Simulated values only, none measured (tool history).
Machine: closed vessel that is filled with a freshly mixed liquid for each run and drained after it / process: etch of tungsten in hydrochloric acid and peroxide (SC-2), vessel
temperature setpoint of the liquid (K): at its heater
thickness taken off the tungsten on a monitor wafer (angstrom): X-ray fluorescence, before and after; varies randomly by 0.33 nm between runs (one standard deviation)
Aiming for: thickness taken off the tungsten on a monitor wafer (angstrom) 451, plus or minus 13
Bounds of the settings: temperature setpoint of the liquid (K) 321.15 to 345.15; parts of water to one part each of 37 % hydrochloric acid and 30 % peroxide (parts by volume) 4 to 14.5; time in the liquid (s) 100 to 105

run,hour,temperature setpoint of the liquid (K),parts of water to one part each of 37 % hydrochloric acid and 30 % peroxide (parts by volume),time in the liquid (s),thickness taken off the tungsten on a monitor wafer (angstrom)
1,0,337.15,8,100,1042.8
2,8.2,334.15,8,100,852.85
3,15.2,334.15,10.5,100,685.11
4,16,337.65,10.5,100,853.97
5,25,344.15,10.5,100,1280.7
6,27.1,340.15,10.5,100,1000.8
7,33.2,337.15,10.5,100,833.37
8,40.6,335.15,10.5,100,740.37

Next run, 5 choices. One meets every target within its allowed miss, the rest don't. Which?
A,48,344.65,10,105,?
B,48,328.15,11,100,?
C,48,329.15,14,100,?
D,48,330.65,11.5,100,?
E,48,342.15,10.5,105,?

move,thickness taken off the tungsten on a monitor wafer (angstrom)
A,1420.8
B,452.3
C,391.96
D,511.34
E,1176.8
A: the biggest miss grows against the last run
B: all results land within tolerance of their targets
C: pushes the last run's worst result past its target
D: closer than the last run, but not yet in spec
E: the biggest miss grows against the last run
Answer: B
